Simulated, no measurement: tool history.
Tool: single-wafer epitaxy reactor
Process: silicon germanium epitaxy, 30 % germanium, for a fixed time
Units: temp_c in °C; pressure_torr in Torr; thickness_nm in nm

run 1 day=0 | temp_c=600 pressure_torr=18.7 | thickness_nm=58.659
run 2 day=0.342 | temp_c=603 pressure_torr=18.7 | thickness_nm=61.944
run 3 day=0.604 | temp_c=595 pressure_torr=18.7 | thickness_nm=53.576
run 4 day=0.767 | temp_c=595 pressure_torr=22 | thickness_nm=57.843
run 5 day=1.067 | temp_c=599 pressure_torr=22 | thickness_nm=62.362
run 6 day=1.188 | temp_c=590 pressure_torr=22 | thickness_nm=52.558

Forecast run 7:
run 7 day=1.367 | temp_c=595 pressure_torr=22.1 | thickness_nm=?

{"run 7": {"thickness_nm": 57.377}}
